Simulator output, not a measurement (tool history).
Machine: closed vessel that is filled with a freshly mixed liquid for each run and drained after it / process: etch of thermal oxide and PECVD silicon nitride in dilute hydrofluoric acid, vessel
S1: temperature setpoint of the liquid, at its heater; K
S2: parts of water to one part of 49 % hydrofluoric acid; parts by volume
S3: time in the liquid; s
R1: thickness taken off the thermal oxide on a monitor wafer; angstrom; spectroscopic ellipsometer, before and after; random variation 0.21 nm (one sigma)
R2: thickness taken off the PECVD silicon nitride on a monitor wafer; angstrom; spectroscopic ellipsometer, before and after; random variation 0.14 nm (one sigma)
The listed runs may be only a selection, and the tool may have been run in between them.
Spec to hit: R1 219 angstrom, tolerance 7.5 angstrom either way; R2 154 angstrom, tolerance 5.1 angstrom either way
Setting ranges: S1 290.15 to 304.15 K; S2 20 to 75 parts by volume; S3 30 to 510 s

{"run": 1, "hour": 0.0, "S1": 296.15, "S2": 45, "S3": 260, "R1": 301.02, "R2": 222.97}
{"run": 2, "hour": 5.4, "S1": 296.15, "S2": 40, "S3": 260, "R1": 338.63, "R2": 249.83}
{"run": 3, "hour": 10.9, "S1": 296.15, "S2": 40, "S3": 200, "R1": 256.5, "R2": 192.47}
{"run": 4, "hour": 13.0, "S1": 295.65, "S2": 40, "S3": 200, "R1": 249.76, "R2": 184.69}
{"run": 5, "hour": 20.2, "S1": 295.65, "S2": 40, "S3": 115, "R1": 145.5, "R2": 105.98}
{"run": 6, "hour": 23.3, "S1": 295.65, "S2": 30, "S3": 115, "R1": 196.25, "R2": 141.49}
{"run": 7, "hour": 28.9, "S1": 295.65, "S2": 25, "S3": 115, "R1": 236.91, "R2": 166.16}
{"run": 8, "hour": 32.9, "S1": 295.15, "S2": 30, "S3": 115, "R1": 193.09, "R2": 137.04}

Below are 4 possible settings for the next run. Only one of them brings all results inside the allowed miss of their targets. Which is it?
{"run": "A", "hour": 36.9, "S1": 294.15, "S2": 35, "S3": 125, "R1": "?", "R2": "?"}
{"run": "B", "hour": 36.9, "S1": 294.65, "S2": 40, "S3": 165, "R1": "?", "R2": "?"}
{"run": "C", "hour": 36.9, "S1": 295.15, "S2": 25, "S3": 110, "R1": "?", "R2": "?"}
{"run": "D", "hour": 36.9, "S1": 298.15, "S2": 30, "S3": 105, "R1": "?", "R2": "?"}

move=A R1=168.73 R2=120.02
move=B R1=197.83 R2=144.1
move=C R1=219.68 R2=156.54
move=D R1=196.95 R2=153.94
A: the biggest miss grows against the last run
B: better than the last run, though not everything is in spec
C: meets every target
D: better than the last run, though not everything is in spec
The move that meets every target is C.

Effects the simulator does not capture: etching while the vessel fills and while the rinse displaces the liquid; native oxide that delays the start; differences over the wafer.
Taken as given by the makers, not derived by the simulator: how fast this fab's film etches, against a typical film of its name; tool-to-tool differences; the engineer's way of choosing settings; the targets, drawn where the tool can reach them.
